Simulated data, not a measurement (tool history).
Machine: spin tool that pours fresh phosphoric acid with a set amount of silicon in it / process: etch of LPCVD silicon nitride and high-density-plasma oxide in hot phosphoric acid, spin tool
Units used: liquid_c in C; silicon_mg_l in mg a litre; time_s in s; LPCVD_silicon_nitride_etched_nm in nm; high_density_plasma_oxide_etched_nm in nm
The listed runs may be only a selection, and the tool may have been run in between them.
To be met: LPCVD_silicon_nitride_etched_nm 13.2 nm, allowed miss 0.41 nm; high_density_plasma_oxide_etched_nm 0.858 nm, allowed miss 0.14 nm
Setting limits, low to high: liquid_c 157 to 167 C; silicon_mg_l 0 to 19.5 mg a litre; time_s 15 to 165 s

run,day,liquid_c,silicon_mg_l,time_s,LPCVD_silicon_nitride_etched_nm,high_density_plasma_oxide_etched_nm
1,0,162,8.5,85,8.3616,0.50152
2,0.158,163,8.5,85,8.605,0.58093
3,0.438,163,5,85,8.7469,0.57835
4,0.612,163,5,90,9.004,0.60781
5,0.638,163,5,65,6.6417,0.45859
6,0.983,163,5,45,4.5344,0.29297
7,1.317,163,6,60,6.0245,0.3923
8,1.45,163,7.5,70,6.9371,0.4567
9,1.742,165,13,110,11.788,0.7234
10,1.783,165,12.5,110,11.874,0.78495
11,2.108,165,13,115,12.159,0.72348
12,2.362,165,12.5,115,12.33,0.80109

Below are 4 possible settings for the next run. Only one of them brings all results inside the allowed miss of their targets. Which is it?
A,2.617,163.5,12,115,?,?
B,2.617,167,5.5,100,?,?
C,2.617,161,19.5,145,?,?
D,2.617,165.5,12.5,120,?,?

move,LPCVD_silicon_nitride_etched_nm,high_density_plasma_oxide_etched_nm
A,11.689,0.77627
B,11.4,1.0009
C,13.563,0.6727
D,13.027,0.92568
A: further off than the last run
B: further off than the last run
C: corrects the largest miss of the last run, while another result sits out of spec
D: every result within its allowed miss
The move that meets every target is D.

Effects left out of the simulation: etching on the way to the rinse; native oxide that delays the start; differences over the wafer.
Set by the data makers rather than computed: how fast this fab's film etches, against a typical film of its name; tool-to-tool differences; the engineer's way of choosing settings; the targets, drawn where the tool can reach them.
